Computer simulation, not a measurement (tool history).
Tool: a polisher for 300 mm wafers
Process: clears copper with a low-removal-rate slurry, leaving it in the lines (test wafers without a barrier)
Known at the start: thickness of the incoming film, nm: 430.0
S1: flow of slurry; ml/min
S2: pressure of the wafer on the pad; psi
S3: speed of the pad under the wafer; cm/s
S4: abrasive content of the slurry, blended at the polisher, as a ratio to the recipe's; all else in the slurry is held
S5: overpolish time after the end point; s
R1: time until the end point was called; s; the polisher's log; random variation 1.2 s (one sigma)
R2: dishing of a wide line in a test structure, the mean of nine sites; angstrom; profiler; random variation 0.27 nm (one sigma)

{"run": 1, "day": 0.0, "S1": 210, "S2": 3.4, "S3": 88, "S4": 1, "S5": 24, "R1": 138.77, "R2": 266.72}
{"run": 2, "day": 0.321, "S1": 210, "S2": 3.4, "S3": 88, "S4": 0.8, "S5": 24, "R1": 149.41, "R2": 258.94}
{"run": 3, "day": 0.542, "S1": 210, "S2": 3.4, "S3": 88, "S4": 0.8, "S5": 34, "R1": 148.39, "R2": 284.13}
{"run": 4, "day": 0.858, "S1": 255, "S2": 3.4, "S3": 88, "S4": 0.8, "S5": 34, "R1": 142.74, "R2": 296.84}
{"run": 5, "day": 1.104, "S1": 305, "S2": 3.4, "S3": 88, "S4": 0.8, "S5": 34, "R1": 143.86, "R2": 294.46}
{"run": 6, "day": 1.175, "S1": 330, "S2": 3.4, "S3": 88, "S4": 0.8, "S5": 34, "R1": 140.07, "R2": 293.41}

Run 7 comes next. What will it give?
{"run": 7, "day": 1.417, "S1": 330, "S2": 3.6, "S3": 88, "S4": 0.75, "S5": 27, "R1": "?", "R2": "?"}

R1: 135.65 s
R2: 278.52 angstrom
